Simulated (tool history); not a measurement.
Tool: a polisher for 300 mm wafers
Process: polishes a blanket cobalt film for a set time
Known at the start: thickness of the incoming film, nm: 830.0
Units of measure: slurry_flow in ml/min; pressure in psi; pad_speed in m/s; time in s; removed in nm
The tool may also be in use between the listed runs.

{"run": 1, "hour": 0.0, "slurry_flow": 145, "pressure": 1.2, "pad_speed": 1.18, "time": 67, "removed": 235.49}
{"run": 2, "hour": 7.8, "slurry_flow": 145, "pressure": 1.2, "pad_speed": 1.44, "time": 67, "removed": 292.89}
{"run": 3, "hour": 16.1, "slurry_flow": 145, "pressure": 1.2, "pad_speed": 1.44, "time": 70, "removed": 300.59}
{"run": 4, "hour": 19.2, "slurry_flow": 140, "pressure": 1.0, "pad_speed": 1.2, "time": 69, "removed": 203.48}
{"run": 5, "hour": 24.9, "slurry_flow": 140, "pressure": 1.0, "pad_speed": 1.2, "time": 70, "removed": 208.35}
{"run": 6, "hour": 32.6, "slurry_flow": 140, "pressure": 0.9, "pad_speed": 1.06, "time": 69, "removed": 160.61}
{"run": 7, "hour": 33.3, "slurry_flow": 140, "pressure": 0.8, "pad_speed": 1.0, "time": 69, "removed": 142.11}
{"run": 8, "hour": 39.1, "slurry_flow": 140, "pressure": 0.7, "pad_speed": 0.94, "time": 69, "removed": 116.16}
{"run": 9, "hour": 43.6, "slurry_flow": 140, "pressure": 0.7, "pad_speed": 0.92, "time": 69, "removed": 113.15}
{"run": 10, "hour": 46.1, "slurry_flow": 140, "pressure": 0.7, "pad_speed": 0.92, "time": 69, "removed": 114.42}
{"run": 11, "hour": 53.3, "slurry_flow": 135, "pressure": 0.6, "pad_speed": 0.86, "time": 69, "removed": 90.191}

What does the tool deliver on the next run?
{"run": 12, "hour": 57.1, "slurry_flow": 160, "pressure": 0.6, "pad_speed": 0.86, "time": 69, "removed": "?"}

Logged for run 12: removed 93.832 nm.

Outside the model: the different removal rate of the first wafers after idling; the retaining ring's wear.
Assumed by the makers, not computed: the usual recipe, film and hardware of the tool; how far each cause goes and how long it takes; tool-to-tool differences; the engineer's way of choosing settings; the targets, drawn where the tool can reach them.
